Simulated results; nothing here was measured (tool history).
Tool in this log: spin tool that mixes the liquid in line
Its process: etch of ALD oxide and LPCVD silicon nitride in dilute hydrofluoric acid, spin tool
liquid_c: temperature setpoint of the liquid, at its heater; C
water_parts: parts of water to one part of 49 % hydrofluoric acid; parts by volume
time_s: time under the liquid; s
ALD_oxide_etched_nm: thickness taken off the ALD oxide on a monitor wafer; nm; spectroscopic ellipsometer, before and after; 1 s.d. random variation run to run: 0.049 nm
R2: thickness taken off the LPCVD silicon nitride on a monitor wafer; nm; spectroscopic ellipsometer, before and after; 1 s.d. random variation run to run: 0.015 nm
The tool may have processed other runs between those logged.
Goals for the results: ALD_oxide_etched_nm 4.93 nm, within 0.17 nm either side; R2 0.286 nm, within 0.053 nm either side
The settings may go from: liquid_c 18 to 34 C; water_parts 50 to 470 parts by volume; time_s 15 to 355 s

{"run": 1, "hour": 0.0, "liquid_c": 26, "water_parts": 260, "time_s": 180, "ALD_oxide_etched_nm": 6.9879, "R2": 0.4203}
{"run": 2, "hour": 4.0, "liquid_c": 26, "water_parts": 260, "time_s": 135, "ALD_oxide_etched_nm": 5.3302, "R2": 0.29035}
{"run": 3, "hour": 11.7, "liquid_c": 26, "water_parts": 290, "time_s": 135, "ALD_oxide_etched_nm": 4.5503, "R2": 0.24472}
{"run": 4, "hour": 15.1, "liquid_c": 26, "water_parts": 290, "time_s": 170, "ALD_oxide_etched_nm": 5.7564, "R2": 0.3286}
{"run": 5, "hour": 16.3, "liquid_c": 25.5, "water_parts": 295, "time_s": 170, "ALD_oxide_etched_nm": 5.4757, "R2": 0.34386}
{"run": 6, "hour": 20.4, "liquid_c": 25.5, "water_parts": 295, "time_s": 165, "ALD_oxide_etched_nm": 5.373, "R2": 0.31921}
{"run": 7, "hour": 26.7, "liquid_c": 25, "water_parts": 295, "time_s": 165, "ALD_oxide_etched_nm": 5.2619, "R2": 0.29164}
{"run": 8, "hour": 33.1, "liquid_c": 25, "water_parts": 300, "time_s": 165, "ALD_oxide_etched_nm": 5.2019, "R2": 0.29499}

Below are 5 possible settings for the next run. Only one of them brings all results inside the allowed miss of their targets. Which is it?
{"run": "A", "hour": 39.5, "liquid_c": 20, "water_parts": 185, "time_s": 95, "ALD_oxide_etched_nm": "?", "R2": "?"}
{"run": "B", "hour": 39.5, "liquid_c": 28.5, "water_parts": 365, "time_s": 165, "ALD_oxide_etched_nm": "?", "R2": "?"}
{"run": "C", "hour": 39.5, "liquid_c": 19, "water_parts": 175, "time_s": 90, "ALD_oxide_etched_nm": "?", "R2": "?"}
{"run": "D", "hour": 39.5, "liquid_c": 19, "water_parts": 155, "time_s": 80, "ALD_oxide_etched_nm": "?", "R2": "?"}
{"run": "E", "hour": 39.5, "liquid_c": 25, "water_parts": 305, "time_s": 160, "ALD_oxide_etched_nm": "?", "R2": "?"}

move=A ALD_oxide_etched_nm=4.5109 R2=0.19388
move=B ALD_oxide_etched_nm=4.4722 R2=0.2895
move=C ALD_oxide_etched_nm=4.387 R2=0.1814
move=D ALD_oxide_etched_nm=4.4915 R2=0.18138
move=E ALD_oxide_etched_nm=4.9114 R2=0.27401
A: the result that was furthest off in the last run now lies on the other side of its target
B: the result that was furthest off in the last run now lies on the other side of its target
C: the result that was furthest off in the last run now lies on the other side of its target
D: the result that was furthest off in the last run now lies on the other side of its target
E: every result within its allowed miss
Correct choice: E, which meets every target
